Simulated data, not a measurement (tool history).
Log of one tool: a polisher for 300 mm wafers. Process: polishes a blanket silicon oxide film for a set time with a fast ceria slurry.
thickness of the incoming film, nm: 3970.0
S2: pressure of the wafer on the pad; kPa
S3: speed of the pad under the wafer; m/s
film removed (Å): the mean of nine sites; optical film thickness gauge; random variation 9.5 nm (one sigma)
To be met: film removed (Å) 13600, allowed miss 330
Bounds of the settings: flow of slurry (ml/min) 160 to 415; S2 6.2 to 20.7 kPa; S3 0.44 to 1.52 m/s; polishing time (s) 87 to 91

Run 1, hour 0.0: flow of slurry (ml/min) 265, S2 13.1 kPa, S3 0.98 m/s, polishing time (s) 87. Result: film removed (Å) 10118.
Run 2, hour 2.1: flow of slurry (ml/min) 270, S2 13.8 kPa, S3 0.98 m/s, polishing time (s) 87. Result: film removed (Å) 10556.
Run 3, hour 3.1: flow of slurry (ml/min) 270, S2 14.5 kPa, S3 0.98 m/s, polishing time (s) 87. Result: film removed (Å) 10948.
Run 4, hour 12.2: flow of slurry (ml/min) 270, S2 14.5 kPa, S3 0.98 m/s, polishing time (s) 87. Result: film removed (Å) 11234.
Run 5, hour 15.9: flow of slurry (ml/min) 270, S2 14.5 kPa, S3 0.98 m/s, polishing time (s) 91. Result: film removed (Å) 11780.
Run 6, hour 19.7: flow of slurry (ml/min) 270, S2 14.5 kPa, S3 0.98 m/s, polishing time (s) 87. Result: film removed (Å) 11321.
Run 7, hour 22.4: flow of slurry (ml/min) 280, S2 15.9 kPa, S3 0.98 m/s, polishing time (s) 87. Result: film removed (Å) 12132.
Run 8, hour 28.8: flow of slurry (ml/min) 280, S2 16.5 kPa, S3 0.98 m/s, polishing time (s) 87. Result: film removed (Å) 12533.
Run 9, hour 37.0: flow of slurry (ml/min) 280, S2 17.2 kPa, S3 0.98 m/s, polishing time (s) 87. Result: film removed (Å) 12876.

5 next moves are on the table. One of them brings every result within its allowed miss. Which?
Run A, hour 45.2: flow of slurry (ml/min) 295, S2 15.2 kPa, S3 0.92 m/s, polishing time (s) 91. Result: film removed (Å) ?.
Run B, hour 45.2: flow of slurry (ml/min) 285, S2 20.0 kPa, S3 0.86 m/s, polishing time (s) 88. Result: film removed (Å) ?.
Run C, hour 45.2: flow of slurry (ml/min) 280, S2 17.2 kPa, S3 1.08 m/s, polishing time (s) 89. Result: film removed (Å) ?.
Run D, hour 45.2: flow of slurry (ml/min) 225, S2 17.2 kPa, S3 0.94 m/s, polishing time (s) 88. Result: film removed (Å) ?.
Run E, hour 45.2: flow of slurry (ml/min) 270, S2 17.2 kPa, S3 1.06 m/s, polishing time (s) 91. Result: film removed (Å) ?.

move  film removed (Å)
   A             11762
   B             13701
   C             14393
   D             12495
   E             14453
A: further off than the last run
B: meets every target
C: takes the result that was furthest off past its target
D: further off than the last run
E: takes the result that was furthest off past its target
The right move is B.

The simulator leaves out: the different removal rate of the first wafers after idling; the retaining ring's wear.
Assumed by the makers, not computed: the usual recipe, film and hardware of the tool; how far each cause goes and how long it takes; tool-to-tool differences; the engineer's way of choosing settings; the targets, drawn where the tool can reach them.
